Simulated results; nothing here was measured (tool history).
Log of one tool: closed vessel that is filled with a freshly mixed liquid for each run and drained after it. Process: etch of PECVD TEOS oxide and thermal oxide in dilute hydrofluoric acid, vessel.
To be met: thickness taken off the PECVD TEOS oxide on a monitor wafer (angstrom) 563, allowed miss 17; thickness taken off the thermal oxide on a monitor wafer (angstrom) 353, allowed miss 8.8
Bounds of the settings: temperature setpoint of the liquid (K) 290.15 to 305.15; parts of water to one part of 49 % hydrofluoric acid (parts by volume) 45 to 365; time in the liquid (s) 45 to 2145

run    day  temperature setpoint of the liquid (K)  parts of water to one part of 49 % hydrofluoric acid (parts by volume)  time in the liquid (s)  thickness taken off the PECVD TEOS oxide on a monitor wafer (angstrom)  thickness taken off the thermal oxide on a monitor wafer (angstrom)
  1      0                                  297.15                                                                     205                    1095                                                                  400.51                                                               249.22
  2  0.321                                  297.15                                                                     205                    1380                                                                  506.29                                                               316.12
  3  0.617                                  297.15                                                                     135                    1380                                                                  825.86                                                               512.54
  4  0.817                                  297.15                                                                     135                    1115                                                                  664.64                                                               418.03
  5   1.15                                  296.15                                                                     135                    1115                                                                  649.16                                                                397.4
  6  1.304                                  296.15                                                                     140                    1115                                                                  624.25                                                               382.84
  7   1.55                                  296.15                                                                     145                    1115                                                                  587.18                                                               369.14
  8  1.596                                  295.65                                                                     145                    1115                                                                  575.51                                                               362.79

Which of these 5 next moves meets every target?
  A  1.642                                  295.15                                                                     155                    1280                                                                       ?                                                                    ?
  B  1.642                                  291.65                                                                     125                    1150                                                                       ?                                                                    ?
  C  1.642                                  297.65                                                                     155                    1155                                                                       ?                                                                    ?
  D  1.642                                  292.15                                                                     125                    1115                                                                       ?                                                                    ?
  E  1.642                                  294.15                                                                     155                    1240                                                                       ?                                                                    ?

move  thickness taken off the PECVD TEOS oxide on a monitor wafer (angstrom)  thickness taken off the thermal oxide on a monitor wafer (angstrom)
   A                                                                  600.32                                                               377.16
   B                                                                  600.35                                                               377.18
   C                                                                  596.26                                                               374.61
   D                                                                   594.1                                                               373.25
   E                                                                  559.27                                                               351.37
A: further off than the last run
B: further off than the last run
C: further off than the last run
D: further off than the last run
E: meets every target
The right move is E.
